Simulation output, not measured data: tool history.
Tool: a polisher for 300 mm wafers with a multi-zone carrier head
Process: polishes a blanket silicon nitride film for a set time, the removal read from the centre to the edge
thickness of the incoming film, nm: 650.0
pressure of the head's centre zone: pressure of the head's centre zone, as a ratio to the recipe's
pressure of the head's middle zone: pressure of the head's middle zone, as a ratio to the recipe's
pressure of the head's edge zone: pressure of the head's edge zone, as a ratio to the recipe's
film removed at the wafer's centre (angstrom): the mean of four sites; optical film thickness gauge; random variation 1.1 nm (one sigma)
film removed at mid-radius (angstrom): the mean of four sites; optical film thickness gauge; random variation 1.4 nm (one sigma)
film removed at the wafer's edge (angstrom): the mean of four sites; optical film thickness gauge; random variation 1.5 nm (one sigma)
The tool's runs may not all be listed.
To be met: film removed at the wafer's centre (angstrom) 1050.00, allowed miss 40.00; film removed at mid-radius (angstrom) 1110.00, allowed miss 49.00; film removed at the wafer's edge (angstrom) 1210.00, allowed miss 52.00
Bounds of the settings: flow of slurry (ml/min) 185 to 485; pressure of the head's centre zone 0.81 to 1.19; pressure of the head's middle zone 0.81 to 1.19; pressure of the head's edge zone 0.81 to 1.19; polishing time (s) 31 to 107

| run | hour | flow of slurry (ml/min) | pressure of the head's centre zone | pressure of the head's middle zone | pressure of the head's edge zone | polishing time (s) | film removed at the wafer's centre (angstrom) | film removed at mid-radius (angstrom) | film removed at the wafer's edge (angstrom) |
|---|---|---|---|---|---|---|---|---|---|
| 1 | 0.0 | 310 | 1.00 | 1.00 | 1.00 | 69 | 1362.20 | 1363.50 | 1360.10 |
| 2 | 1.1 | 310 | 1.00 | 1.00 | 1.00 | 62 | 1270.40 | 1223.90 | 1241.20 |
| 3 | 8.0 | 305 | 0.96 | 0.98 | 1.01 | 61 | 1158.80 | 1167.80 | 1211.60 |
| 4 | 12.1 | 305 | 1.03 | 0.98 | 1.01 | 61 | 1250.80 | 1179.60 | 1220.20 |
| 5 | 16.2 | 305 | 1.03 | 0.98 | 1.01 | 47 | 998.64 | 907.33 | 951.39 |
| 6 | 18.7 | 305 | 1.00 | 0.99 | 1.05 | 50 | 1005.10 | 957.02 | 995.61 |
| 7 | 21.4 | 305 | 0.97 | 0.98 | 1.05 | 53 | 1052.10 | 1015.90 | 1075.90 |
| 8 | 27.8 | 320 | 0.87 | 1.00 | 1.12 | 56 | 983.45 | 1099.70 | 1170.90 |
| 9 | 32.2 | 325 | 0.88 | 1.00 | 1.13 | 56 | 985.73 | 1076.90 | 1192.00 |
| 10 | 39.3 | 330 | 0.89 | 1.01 | 1.13 | 56 | 1004.00 | 1094.60 | 1178.30 |

4 next moves are on the table. One of them brings every result within its allowed miss. Which?
| A | 46.4 | 320 | 0.85 | 1.02 | 1.14 | 55 | ? | ? | ? |
| B | 46.4 | 220 | 0.99 | 0.95 | 1.17 | 55 | ? | ? | ? |
| C | 46.4 | 300 | 0.92 | 1.02 | 1.15 | 57 | ? | ? | ? |
| D | 46.4 | 345 | 0.85 | 1.02 | 1.13 | 55 | ? | ? | ? |

| move | film removed at the wafer's centre (angstrom) | film removed at mid-radius (angstrom) | film removed at the wafer's edge (angstrom) |
|---|---|---|---|
| A | 945.16 | 1097.60 | 1174.90 |
| B | 1065.70 | 1008.00 | 1164.40 |
| C | 1055.40 | 1131.70 | 1218.50 |
| D | 950.76 | 1103.50 | 1174.60 |
A: further off than the last run
B: brings the result that was furthest off to its target, and leaves another outside
C: meets every target
D: further off than the last run
Move C is the one to make.
